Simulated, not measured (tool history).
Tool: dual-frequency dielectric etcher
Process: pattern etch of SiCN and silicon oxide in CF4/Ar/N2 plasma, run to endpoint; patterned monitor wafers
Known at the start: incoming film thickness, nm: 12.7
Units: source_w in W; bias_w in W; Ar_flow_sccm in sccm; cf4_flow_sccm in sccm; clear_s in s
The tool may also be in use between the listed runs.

run	day	source_w	bias_w	Ar_flow_sccm	cf4_flow_sccm	clear_s
1	0.000	570	49	135	76	15.212
2	0.342	570	49	135	88	14.674
3	0.529	520	45	144	84	16.795
4	0.608	520	45	144	75	17.318
5	0.638	480	42	148	74	18.781
6	0.850	450	40	154	72	20.662
7	0.975	430	38	156	72	21.647

Forecast run 8:
8	1.321	350	31	166	69	?

{"run 8": {"clear_s": 28.3}}

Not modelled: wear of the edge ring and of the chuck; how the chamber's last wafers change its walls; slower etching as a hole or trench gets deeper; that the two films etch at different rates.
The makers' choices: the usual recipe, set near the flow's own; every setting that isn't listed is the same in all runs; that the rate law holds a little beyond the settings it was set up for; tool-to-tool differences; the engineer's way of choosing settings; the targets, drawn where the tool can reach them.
